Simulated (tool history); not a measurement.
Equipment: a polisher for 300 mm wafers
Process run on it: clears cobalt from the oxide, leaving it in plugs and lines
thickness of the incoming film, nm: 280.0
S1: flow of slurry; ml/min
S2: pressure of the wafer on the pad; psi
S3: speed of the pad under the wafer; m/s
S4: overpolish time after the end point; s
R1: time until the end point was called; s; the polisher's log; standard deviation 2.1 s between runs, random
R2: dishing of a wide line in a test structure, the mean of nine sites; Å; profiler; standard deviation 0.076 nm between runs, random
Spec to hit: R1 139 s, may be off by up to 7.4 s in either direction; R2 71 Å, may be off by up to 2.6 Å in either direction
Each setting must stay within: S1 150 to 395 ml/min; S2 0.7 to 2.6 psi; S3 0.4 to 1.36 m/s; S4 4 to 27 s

run  hour   S1   S2    S3  S4      R1      R2
  1     0  250  1.6  0.88  14  91.041  293.44
  2   7.7  250  1.2  0.88  14  113.26  247.58
  3  14.4  305  1.2  0.88  14  109.73   253.5
  4  20.9  305  1.4  0.88  14  96.497  275.67
  5  25.7  330  1.2  0.78  11  119.89  196.49
  6  34.6  345  1.2  0.68   9  129.87  153.87
  7  39.9  360  1.2   0.6   8  143.32  127.52
  8  48.1  395  1.3   0.4   4   185.1  54.606
  9    55  370  1.4   0.4   4  175.84  56.891
 10  62.2  370  1.5  0.42   4   162.5  61.689
 11  67.3  365  1.6  0.42   4  152.79  62.698
 12  70.4  365  1.6  0.42   4  157.29  64.274

Which single option among these 4 for the next run brings every result within its allowed miss of target? Just one does.
  A  73.5  330  1.6   0.5   4   ?   ?
  B  73.5  395  1.5   0.6   4   ?   ?
  C  73.5  380  2.1  0.42   4   ?   ?
  D  73.5  385  1.8   0.5   4   ?   ?

move      R1      R2
   A  137.79  71.659
   B  124.05  78.996
   C  125.38  78.221
   D  124.48  78.745
A: every result within its allowed miss
B: carries the result that was furthest off beyond its target, to the other side
C: carries the result that was furthest off beyond its target, to the other side
D: carries the result that was furthest off beyond its target, to the other side
A is the move that brings every result within its allowed miss.

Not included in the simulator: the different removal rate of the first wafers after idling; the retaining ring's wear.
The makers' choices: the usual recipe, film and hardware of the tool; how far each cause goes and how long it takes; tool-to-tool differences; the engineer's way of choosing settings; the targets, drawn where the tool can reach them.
